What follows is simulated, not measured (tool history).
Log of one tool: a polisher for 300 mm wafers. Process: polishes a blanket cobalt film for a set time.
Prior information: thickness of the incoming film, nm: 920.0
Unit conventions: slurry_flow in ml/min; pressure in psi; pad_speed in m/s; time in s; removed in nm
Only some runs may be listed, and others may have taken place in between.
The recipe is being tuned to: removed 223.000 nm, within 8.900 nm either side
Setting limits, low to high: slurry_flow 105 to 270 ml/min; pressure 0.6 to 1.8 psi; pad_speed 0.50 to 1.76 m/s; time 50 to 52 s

Run 1, hour 0.0: slurry_flow 175 ml/min, pressure 1.2 psi, pad_speed 1.12 m/s, time 50 s. Result: removed 155.040 nm.
Run 2, hour 2.2: slurry_flow 210 ml/min, pressure 1.2 psi, pad_speed 1.12 m/s, time 50 s. Result: removed 156.150 nm.
Run 3, hour 4.0: slurry_flow 210 ml/min, pressure 1.4 psi, pad_speed 1.14 m/s, time 50 s. Result: removed 178.660 nm.
Run 4, hour 12.9: slurry_flow 210 ml/min, pressure 1.2 psi, pad_speed 1.14 m/s, time 50 s. Result: removed 160.520 nm.
Run 5, hour 18.5: slurry_flow 210 ml/min, pressure 1.2 psi, pad_speed 0.86 m/s, time 50 s. Result: removed 123.320 nm.
Run 6, hour 24.5: slurry_flow 210 ml/min, pressure 1.2 psi, pad_speed 0.62 m/s, time 50 s. Result: removed 90.896 nm.
Run 7, hour 30.1: slurry_flow 210 ml/min, pressure 1.3 psi, pad_speed 0.68 m/s, time 50 s. Result: removed 102.790 nm.
Run 8, hour 38.4: slurry_flow 215 ml/min, pressure 1.6 psi, pad_speed 1.00 m/s, time 51 s. Result: removed 180.480 nm.
Run 9, hour 45.0: slurry_flow 215 ml/min, pressure 1.6 psi, pad_speed 1.02 m/s, time 51 s. Result: removed 186.370 nm.
Run 10, hour 48.0: slurry_flow 215 ml/min, pressure 1.7 psi, pad_speed 1.06 m/s, time 51 s. Result: removed 200.770 nm.

Next run, 5 choices. One meets every target within its allowed miss, the rest don't. Which?
Run A, hour 51.0: slurry_flow 230 ml/min, pressure 1.8 psi, pad_speed 1.08 m/s, time 52 s. Result: removed ?.
Run B, hour 51.0: slurry_flow 225 ml/min, pressure 1.7 psi, pad_speed 1.24 m/s, time 52 s. Result: removed ?.
Run C, hour 51.0: slurry_flow 170 ml/min, pressure 1.7 psi, pad_speed 0.98 m/s, time 52 s. Result: removed ?.
Run D, hour 51.0: slurry_flow 205 ml/min, pressure 1.7 psi, pad_speed 0.94 m/s, time 52 s. Result: removed ?.
Run E, hour 51.0: slurry_flow 230 ml/min, pressure 1.7 psi, pad_speed 1.22 m/s, time 52 s. Result: removed ?.

move  removed
   A  219.850
   B  238.820
   C  185.040
   D  181.680
   E  235.650
A: meets every target
B: the result that was furthest off in the last run now lies on the other side of its target
C: lands further from the targets than the last run did
D: lands further from the targets than the last run did
E: the result that was furthest off in the last run now lies on the other side of its target
A is the move that brings every result within its allowed miss.

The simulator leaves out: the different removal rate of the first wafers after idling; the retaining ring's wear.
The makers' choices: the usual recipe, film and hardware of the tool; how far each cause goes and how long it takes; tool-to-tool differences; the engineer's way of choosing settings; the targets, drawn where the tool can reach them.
